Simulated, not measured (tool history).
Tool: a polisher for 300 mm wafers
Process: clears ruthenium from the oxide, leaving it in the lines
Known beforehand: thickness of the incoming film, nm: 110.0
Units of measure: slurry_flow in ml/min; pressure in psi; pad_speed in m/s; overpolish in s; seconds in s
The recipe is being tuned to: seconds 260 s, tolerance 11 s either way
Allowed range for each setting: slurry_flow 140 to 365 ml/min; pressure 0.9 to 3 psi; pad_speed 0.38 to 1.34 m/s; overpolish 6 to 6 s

{"run": 1, "day": 0.0, "slurry_flow": 235, "pressure": 1.9, "pad_speed": 0.86, "overpolish": 6, "seconds": 126.77}
{"run": 2, "day": 0.254, "slurry_flow": 235, "pressure": 2.1, "pad_speed": 0.86, "overpolish": 6, "seconds": 116.42}
{"run": 3, "day": 0.525, "slurry_flow": 255, "pressure": 2.1, "pad_speed": 0.86, "overpolish": 6, "seconds": 115.76}
{"run": 4, "day": 0.692, "slurry_flow": 255, "pressure": 2.1, "pad_speed": 0.86, "overpolish": 6, "seconds": 117.17}
{"run": 5, "day": 0.908, "slurry_flow": 255, "pressure": 1.8, "pad_speed": 0.8, "overpolish": 6, "seconds": 142.32}
{"run": 6, "day": 1.171, "slurry_flow": 255, "pressure": 1.6, "pad_speed": 0.76, "overpolish": 6, "seconds": 163.07}
{"run": 7, "day": 1.346, "slurry_flow": 255, "pressure": 1.4, "pad_speed": 0.72, "overpolish": 6, "seconds": 189.8}
{"run": 8, "day": 1.525, "slurry_flow": 255, "pressure": 1.3, "pad_speed": 0.7, "overpolish": 6, "seconds": 206.11}
{"run": 9, "day": 1.833, "slurry_flow": 255, "pressure": 1.2, "pad_speed": 0.7, "overpolish": 6, "seconds": 220.11}
{"run": 10, "day": 2.146, "slurry_flow": 255, "pressure": 1.1, "pad_speed": 0.7, "overpolish": 6, "seconds": 227.92}

Exercise: of the 4 proposed moves below, exactly one satisfies all targets within the stated allowed misses. Which move is it?
{"run": "A", "day": 2.458, "slurry_flow": 265, "pressure": 1.1, "pad_speed": 0.7, "overpolish": 6, "seconds": "?"}
{"run": "B", "day": 2.458, "slurry_flow": 275, "pressure": 1.2, "pad_speed": 0.72, "overpolish": 6, "seconds": "?"}
{"run": "C", "day": 2.458, "slurry_flow": 305, "pressure": 1.3, "pad_speed": 0.54, "overpolish": 6, "seconds": "?"}
{"run": "D", "day": 2.458, "slurry_flow": 265, "pressure": 0.9, "pad_speed": 0.64, "overpolish": 6, "seconds": "?"}

move=A seconds=233.97
move=B seconds=213.1
move=C seconds=262.11
move=D seconds=292.71
A: closer than the last run, but not yet in spec
B: lands further from the targets than the last run did
C: in spec on every target
D: takes the result that was furthest off past its target
Correct choice: C, which meets every target

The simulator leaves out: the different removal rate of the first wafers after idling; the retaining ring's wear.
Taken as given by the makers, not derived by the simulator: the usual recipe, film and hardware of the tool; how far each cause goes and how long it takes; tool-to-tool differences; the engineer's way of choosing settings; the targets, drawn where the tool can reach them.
